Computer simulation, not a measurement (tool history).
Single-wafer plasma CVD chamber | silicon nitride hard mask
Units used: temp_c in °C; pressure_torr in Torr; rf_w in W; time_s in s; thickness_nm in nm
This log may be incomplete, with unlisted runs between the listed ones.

Run 1, day 0.000: temp_c 415 °C, pressure_torr 1.70 Torr, rf_w 255 W, time_s 44.2 s. Result: thickness_nm 43.001 nm.
Run 2, day 0.079: temp_c 415 °C, pressure_torr 1.57 Torr, rf_w 250 W, time_s 44.2 s. Result: thickness_nm 40.993 nm.
Run 3, day 0.421: temp_c 415 °C, pressure_torr 1.57 Torr, rf_w 265 W, time_s 44.2 s. Result: thickness_nm 42.837 nm.
Run 4, day 0.508: temp_c 415 °C, pressure_torr 1.57 Torr, rf_w 265 W, time_s 45.6 s. Result: thickness_nm 44.346 nm.
Run 5, day 0.633: temp_c 415 °C, pressure_torr 1.57 Torr, rf_w 265 W, time_s 44.2 s. Result: thickness_nm 43.065 nm.
Run 6, day 0.821: temp_c 410 °C, pressure_torr 1.57 Torr, rf_w 265 W, time_s 44.2 s. Result: thickness_nm 42.966 nm.
Run 7, day 0.850: temp_c 410 °C, pressure_torr 1.46 Torr, rf_w 260 W, time_s 44.2 s. Result: thickness_nm 41.256 nm.
Run 8, day 0.942: temp_c 410 °C, pressure_torr 1.37 Torr, rf_w 260 W, time_s 44.2 s. Result: thickness_nm 39.909 nm.
Run 9, day 1.004: temp_c 410 °C, pressure_torr 1.32 Torr, rf_w 260 W, time_s 44.2 s. Result: thickness_nm 39.262 nm.

Run 10 is up next; what results do you expect?
Run 10, day 1.042: temp_c 410 °C, pressure_torr 1.28 Torr, rf_w 260 W, time_s 44.2 s. Result: thickness_nm ?.

Run 10 yielded thickness_nm 38.591 nm.
